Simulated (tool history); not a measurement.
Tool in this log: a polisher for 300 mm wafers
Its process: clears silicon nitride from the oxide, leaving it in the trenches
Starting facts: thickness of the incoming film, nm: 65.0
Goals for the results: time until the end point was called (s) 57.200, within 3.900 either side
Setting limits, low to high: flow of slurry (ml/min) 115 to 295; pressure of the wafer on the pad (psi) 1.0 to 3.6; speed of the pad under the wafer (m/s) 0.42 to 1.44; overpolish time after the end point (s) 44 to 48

run,hour,flow of slurry (ml/min),pressure of the wafer on the pad (psi),speed of the pad under the wafer (m/s),overpolish time after the end point (s),time until the end point was called (s)
1,0.0,190,2.3,0.92,44,85.579
2,4.0,190,2.5,0.94,44,82.665
3,9.6,190,2.8,0.94,44,73.089
4,13.8,165,2.8,0.94,44,74.647
5,15.3,165,2.4,0.94,44,85.388
6,19.6,165,2.6,0.96,44,79.787
7,27.7,170,2.8,0.98,44,71.578
8,29.9,170,2.9,0.98,44,70.276
9,36.3,170,3.0,1.00,44,69.353
10,40.0,170,3.1,1.02,44,66.700

Exercise: of the 4 proposed moves below, exactly one satisfies all targets within the stated allowed misses. Which move is it?
A,43.7,125,3.3,1.20,44,?
B,43.7,190,3.6,1.28,44,?
C,43.7,210,3.6,1.28,44,?
D,43.7,160,2.7,0.98,44,?

move,time until the end point was called (s)
A,54.856
B,46.571
C,46.156
D,74.057
A: each result inside its tolerance
B: the result that was furthest off in the last run now lies on the other side of its target
C: the result that was furthest off in the last run now lies on the other side of its target
D: lands further from the targets than the last run did
So the answer is move A, the one that meets all the targets.
